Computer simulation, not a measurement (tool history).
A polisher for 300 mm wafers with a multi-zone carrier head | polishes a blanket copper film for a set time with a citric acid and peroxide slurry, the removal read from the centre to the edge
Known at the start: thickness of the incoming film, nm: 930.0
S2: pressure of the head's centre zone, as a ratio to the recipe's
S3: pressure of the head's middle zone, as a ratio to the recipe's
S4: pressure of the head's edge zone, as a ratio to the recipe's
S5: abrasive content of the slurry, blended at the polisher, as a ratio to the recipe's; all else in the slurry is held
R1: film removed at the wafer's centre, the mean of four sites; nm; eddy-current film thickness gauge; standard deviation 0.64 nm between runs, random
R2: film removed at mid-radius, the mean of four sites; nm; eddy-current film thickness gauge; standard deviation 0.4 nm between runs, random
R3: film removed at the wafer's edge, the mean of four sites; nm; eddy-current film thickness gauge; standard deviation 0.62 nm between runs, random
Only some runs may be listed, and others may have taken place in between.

Run 1, hour 0.0: flow of slurry (ml/min) 225, S2 1.00, S3 1.00, S4 1.00, S5 1.00, polishing time (s) 41. Result: R1 71.465 nm, R2 73.072 nm, R3 71.823 nm.
Run 2, hour 8.3: flow of slurry (ml/min) 215, S2 1.01, S3 0.99, S4 0.94, S5 0.90, polishing time (s) 41. Result: R1 71.119 nm, R2 70.585 nm, R3 68.807 nm.
Run 3, hour 12.6: flow of slurry (ml/min) 215, S2 1.01, S3 1.03, S4 0.94, S5 0.90, polishing time (s) 41. Result: R1 71.032 nm, R2 73.638 nm, R3 68.588 nm.
Run 4, hour 17.0: flow of slurry (ml/min) 215, S2 1.01, S3 1.03, S4 0.94, S5 0.75, polishing time (s) 41. Result: R1 66.543 nm, R2 71.331 nm, R3 66.195 nm.
Run 5, hour 20.1: flow of slurry (ml/min) 215, S2 1.09, S3 1.03, S4 0.94, S5 0.75, polishing time (s) 41. Result: R1 73.639 nm, R2 71.387 nm, R3 66.251 nm.
Run 6, hour 22.2: flow of slurry (ml/min) 215, S2 1.09, S3 1.07, S4 0.94, S5 0.75, polishing time (s) 41. Result: R1 73.386 nm, R2 73.017 nm, R3 66.974 nm.
Run 7, hour 26.5: flow of slurry (ml/min) 205, S2 1.08, S3 1.04, S4 0.91, S5 0.70, polishing time (s) 41. Result: R1 71.074 nm, R2 70.742 nm, R3 64.380 nm.

Expected results for the next run?
Run 8, hour 27.6: flow of slurry (ml/min) 195, S2 1.08, S3 1.02, S4 0.89, S5 0.70, polishing time (s) 41. Result: R1 ?, R2 ?, R3 ?.

R1: 71.527 nm
R2: 68.945 nm
R3: 62.414 nm

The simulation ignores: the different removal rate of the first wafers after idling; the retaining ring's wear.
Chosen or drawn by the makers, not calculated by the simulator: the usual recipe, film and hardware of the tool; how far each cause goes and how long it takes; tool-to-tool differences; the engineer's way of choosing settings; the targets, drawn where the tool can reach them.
